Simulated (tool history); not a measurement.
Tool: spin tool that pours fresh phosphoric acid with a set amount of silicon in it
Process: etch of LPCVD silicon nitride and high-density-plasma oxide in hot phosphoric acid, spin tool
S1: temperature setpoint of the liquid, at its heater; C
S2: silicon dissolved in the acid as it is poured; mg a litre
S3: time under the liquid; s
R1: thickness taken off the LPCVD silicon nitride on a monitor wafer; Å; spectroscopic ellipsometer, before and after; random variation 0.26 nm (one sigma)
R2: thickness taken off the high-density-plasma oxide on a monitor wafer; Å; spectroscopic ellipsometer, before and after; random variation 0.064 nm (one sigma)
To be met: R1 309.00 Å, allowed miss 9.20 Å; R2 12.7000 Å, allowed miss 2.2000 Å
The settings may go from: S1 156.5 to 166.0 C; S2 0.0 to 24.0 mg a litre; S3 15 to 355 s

Run 1, hour 0.0: S1 161.0 C, S2 10.5 mg a litre, S3 180 s. Result: R1 157.75 Å, R2 6.9271 Å.
Run 2, hour 5.8: S1 161.0 C, S2 10.5 mg a litre, S3 240 s. Result: R1 209.82 Å, R2 9.2294 Å.
Run 3, hour 14.8: S1 161.5 C, S2 12.5 mg a litre, S3 255 s. Result: R1 225.27 Å, R2 10.3180 Å.
Run 4, hour 15.3: S1 161.0 C, S2 12.5 mg a litre, S3 275 s. Result: R1 236.41 Å, R2 9.7061 Å.
Run 5, hour 23.0: S1 160.0 C, S2 12.5 mg a litre, S3 275 s. Result: R1 232.84 Å, R2 9.5861 Å.
Run 6, hour 24.7: S1 162.0 C, S2 12.5 mg a litre, S3 275 s. Result: R1 250.94 Å, R2 11.1410 Å.
At hour 32.5: dissolved silicon flow meter replaced.
Run 7, hour 32.5: S1 162.5 C, S2 14.0 mg a litre, S3 285 s. Result: R1 260.98 Å, R2 10.7580 Å.
Run 8, hour 36.7: S1 163.0 C, S2 14.0 mg a litre, S3 290 s. Result: R1 270.97 Å, R2 12.6580 Å.
Run 9, hour 38.6: S1 163.0 C, S2 14.0 mg a litre, S3 290 s. Result: R1 267.67 Å, R2 11.1770 Å.
Run 10, hour 39.2: S1 163.0 C, S2 14.0 mg a litre, S3 290 s. Result: R1 270.31 Å, R2 11.4470 Å.

5 next moves are on the table. One of them brings every result within its allowed miss. Which?
Run A, hour 39.8: S1 163.0 C, S2 20.0 mg a litre, S3 310 s. Result: R1 ?, R2 ?.
Run B, hour 39.8: S1 162.5 C, S2 12.5 mg a litre, S3 235 s. Result: R1 ?, R2 ?.
Run C, hour 39.8: S1 163.5 C, S2 17.5 mg a litre, S3 325 s. Result: R1 ?, R2 ?.
Run D, hour 39.8: S1 163.5 C, S2 20.5 mg a litre, S3 345 s. Result: R1 ?, R2 ?.
Run E, hour 39.8: S1 164.0 C, S2 15.5 mg a litre, S3 255 s. Result: R1 ?, R2 ?.

move      R1       R2
   A  287.69   9.6434
   B  214.50   8.5580
   C  306.64  11.2350
   D  325.51  10.9720
   E  244.60   9.6295
A: nearer than the last run, and not there yet
B: further off than the last run
C: meets every target
D: takes the result that was furthest off past its target
E: further off than the last run
Move C is the one to make.

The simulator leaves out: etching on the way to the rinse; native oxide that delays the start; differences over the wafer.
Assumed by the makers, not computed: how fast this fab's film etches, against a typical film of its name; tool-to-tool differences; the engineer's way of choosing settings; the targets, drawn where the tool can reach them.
